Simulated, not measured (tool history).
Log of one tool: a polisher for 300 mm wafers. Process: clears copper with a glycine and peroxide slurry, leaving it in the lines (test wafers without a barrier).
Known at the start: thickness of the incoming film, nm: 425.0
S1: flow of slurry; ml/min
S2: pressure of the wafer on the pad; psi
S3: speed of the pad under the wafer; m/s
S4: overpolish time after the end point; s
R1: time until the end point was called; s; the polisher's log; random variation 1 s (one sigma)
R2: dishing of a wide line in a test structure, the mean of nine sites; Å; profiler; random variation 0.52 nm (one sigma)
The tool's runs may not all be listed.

{"run": 1, "hour": 0.0, "S1": 195, "S2": 2.1, "S3": 1.06, "S4": 20, "R1": 95.425, "R2": 456.14}
{"run": 2, "hour": 7.9, "S1": 145, "S2": 2.1, "S3": 1.06, "S4": 20, "R1": 97.497, "R2": 445.25}
{"run": 3, "hour": 16.0, "S1": 145, "S2": 2.1, "S3": 0.96, "S4": 20, "R1": 104.21, "R2": 419.64}
{"run": 4, "hour": 21.2, "S1": 145, "S2": 2.1, "S3": 1.08, "S4": 20, "R1": 99.153, "R2": 439.58}
{"run": 5, "hour": 24.8, "S1": 185, "S2": 2.1, "S3": 1.08, "S4": 20, "R1": 95.16, "R2": 450.41}
{"run": 6, "hour": 30.7, "S1": 185, "S2": 2.1, "S3": 1.08, "S4": 15, "R1": 95.058, "R2": 379.37}
{"run": 7, "hour": 37.0, "S1": 185, "S2": 1.9, "S3": 1.08, "S4": 13, "R1": 101.66, "R2": 318.32}

The next listed run, before its measurement:
{"run": 8, "hour": 42.7, "S1": 180, "S2": 1.7, "S3": 1.08, "S4": 13, "R1": "?", "R2": "?"}

{"run 8": {"R1": 111.53, "R2": 300.64}}

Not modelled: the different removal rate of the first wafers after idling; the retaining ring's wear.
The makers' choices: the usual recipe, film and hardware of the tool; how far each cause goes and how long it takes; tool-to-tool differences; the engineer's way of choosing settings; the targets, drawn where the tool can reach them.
